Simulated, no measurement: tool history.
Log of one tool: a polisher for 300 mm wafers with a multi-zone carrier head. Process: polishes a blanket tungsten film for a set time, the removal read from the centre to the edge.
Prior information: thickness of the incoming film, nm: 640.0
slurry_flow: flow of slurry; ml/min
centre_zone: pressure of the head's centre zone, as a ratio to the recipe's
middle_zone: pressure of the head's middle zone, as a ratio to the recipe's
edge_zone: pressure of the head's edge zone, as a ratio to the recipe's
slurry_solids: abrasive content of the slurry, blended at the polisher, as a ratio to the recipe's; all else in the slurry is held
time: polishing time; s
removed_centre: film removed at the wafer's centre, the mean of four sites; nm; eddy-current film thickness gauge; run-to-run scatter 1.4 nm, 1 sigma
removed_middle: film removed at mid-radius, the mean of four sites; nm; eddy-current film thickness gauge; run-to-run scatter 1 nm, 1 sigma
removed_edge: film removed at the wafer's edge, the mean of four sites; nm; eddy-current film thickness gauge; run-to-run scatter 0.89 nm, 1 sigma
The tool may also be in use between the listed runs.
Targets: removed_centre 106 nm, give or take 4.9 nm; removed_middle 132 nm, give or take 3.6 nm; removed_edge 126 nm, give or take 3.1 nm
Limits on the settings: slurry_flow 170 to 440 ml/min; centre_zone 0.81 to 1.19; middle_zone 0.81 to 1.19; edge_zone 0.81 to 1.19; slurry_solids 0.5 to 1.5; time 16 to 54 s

run   hour  slurry_flow  centre_zone  middle_zone  edge_zone  slurry_solids  time  removed_centre  removed_middle  removed_edge
  1      0          280            1            1          1              1    35          194.81          193.24        194.89
  2    4.1          240            1            1          1              1    35          192.43          191.48        191.95
  3   10.6          240            1            1          1            1.1    35          197.99          194.58        195.55
  4     13          240         1.06            1          1            1.1    35          208.83          194.37        194.91
  5   15.4          240         1.06            1       0.95            1.1    35          209.16          196.03        192.28
  6   18.3          240         1.06            1       0.99            1.1    35          207.15          193.27         195.2
  7   20.8          235         1.03            1       0.99           1.05    34          192.47           186.6        187.67
  8   27.9          230         1.01            1       0.98              1    33           184.9          179.16        179.93
  9   34.8          235         0.99         1.01       0.99           0.95    32          173.95          172.54        170.29
 10   40.8          235         0.97         1.02       1.01            0.9    31          160.53           165.6        169.52
 11   45.2          235         0.95         1.03          1           0.85    30          153.15          160.06        160.86
 12   50.6          235         0.93         1.04          1            0.8    29          138.39          154.67        151.18
 13   55.1          235         0.92         1.04       0.99           0.75    29          134.79          154.23        149.87
 14   62.6          230         0.91         1.03       0.97            0.7    29          131.89          150.64        146.05
 15   65.7          230          0.9         1.02       0.96           0.65    29          131.44          146.04        141.75
 16   69.6          225         0.89         1.02       0.96           0.65    29          128.51          146.38        141.64
 17   75.2          225         0.88         1.02       0.96           0.65    29          129.24          145.68        142.54
 18   76.9          180         0.81         1.07       0.96            0.5    26          97.864          125.99        119.81
 19   80.1          185         0.81         1.07       0.96            0.5    26          98.626          126.73         120.1
 20     88          190         0.81         1.07       0.96            0.5    26          96.869          127.28        122.22
 21     89          195         0.82         1.07       0.96            0.5    26          102.04          127.66        120.29
 22   91.8          200         0.82         1.07       0.96            0.5    26          98.994          129.11        120.64
 23  100.1          205         0.82         1.07       0.96            0.5    26          100.99          128.47        121.49

Pick the move, out of 4, that brings all results within their allowed miss; only one does.
  A  108.4          215         0.81         1.17       0.92            0.5    25               ?               ?             ?
  B  108.4          175         0.87         1.11       1.05            0.5    26               ?               ?             ?
  C  108.4          170         0.81         1.12       0.97            0.5    26               ?               ?             ?
  D  108.4          295         0.95         1.14       1.05           0.55    23               ?               ?             ?

move  removed_centre  removed_middle  removed_edge
   A          93.123          133.74        114.61
   B          101.68          130.16        125.14
   C          94.295          130.83        120.13
   D           105.5          125.67         116.7
A: lands further from the targets than the last run did
B: all results land within tolerance of their targets
C: lands further from the targets than the last run did
D: lands further from the targets than the last run did
Answer: B

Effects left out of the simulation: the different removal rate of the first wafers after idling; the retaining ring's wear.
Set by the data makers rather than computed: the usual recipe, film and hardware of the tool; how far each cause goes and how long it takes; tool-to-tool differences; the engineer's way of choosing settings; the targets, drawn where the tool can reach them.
